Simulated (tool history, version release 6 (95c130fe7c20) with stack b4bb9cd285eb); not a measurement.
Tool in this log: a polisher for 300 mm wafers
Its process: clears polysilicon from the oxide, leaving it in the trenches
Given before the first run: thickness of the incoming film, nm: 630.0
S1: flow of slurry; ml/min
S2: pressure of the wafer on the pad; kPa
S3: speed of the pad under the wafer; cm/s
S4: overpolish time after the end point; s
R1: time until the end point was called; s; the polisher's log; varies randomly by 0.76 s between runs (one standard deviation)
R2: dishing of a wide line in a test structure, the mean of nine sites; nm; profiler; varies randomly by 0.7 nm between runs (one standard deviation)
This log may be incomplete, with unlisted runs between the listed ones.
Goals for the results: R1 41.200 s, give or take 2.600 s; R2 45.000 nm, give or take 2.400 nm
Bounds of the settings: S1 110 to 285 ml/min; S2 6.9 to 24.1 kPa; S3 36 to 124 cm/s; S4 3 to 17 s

run,day,S1,S2,S3,S4,R1,R2
1,0.000,180,15.2,80,9,81.927,37.904
2,0.200,180,16.5,82,9,74.311,38.832
3,0.525,180,16.5,90,9,66.413,40.588
4,0.688,180,20.0,90,9,57.193,41.784
5,0.875,180,20.7,92,9,54.012,42.019
6,0.917,150,20.7,92,9,57.439,41.634
7,0.946,155,21.4,92,9,56.109,42.312
8,1.233,165,22.1,92,9,53.071,41.544
9,1.262,170,22.1,92,9,53.457,42.480
10,1.617,175,22.1,94,9,50.871,41.625
11,1.938,185,24.1,100,10,43.129,42.373

Pick the move, out of 5, that brings all results within their allowed miss; only one does.
A,2.258,230,24.1,120,10,?,?
B,2.258,215,24.1,94,6,?,?
C,2.258,200,24.1,122,7,?,?
D,2.258,255,24.1,120,14,?,?
E,2.258,180,24.1,108,10,?,?

move,R1,R2
A,35.836,43.945
B,46.004,39.201
C,36.119,42.565
D,35.282,44.331
E,41.549,43.549
A: the worst result of the last run now meets its target, but another is out of spec
B: misses by more than the last run did
C: misses by more than the last run did
D: the worst result of the last run now meets its target, but another is out of spec
E: meets every target
The move that meets every target is E.

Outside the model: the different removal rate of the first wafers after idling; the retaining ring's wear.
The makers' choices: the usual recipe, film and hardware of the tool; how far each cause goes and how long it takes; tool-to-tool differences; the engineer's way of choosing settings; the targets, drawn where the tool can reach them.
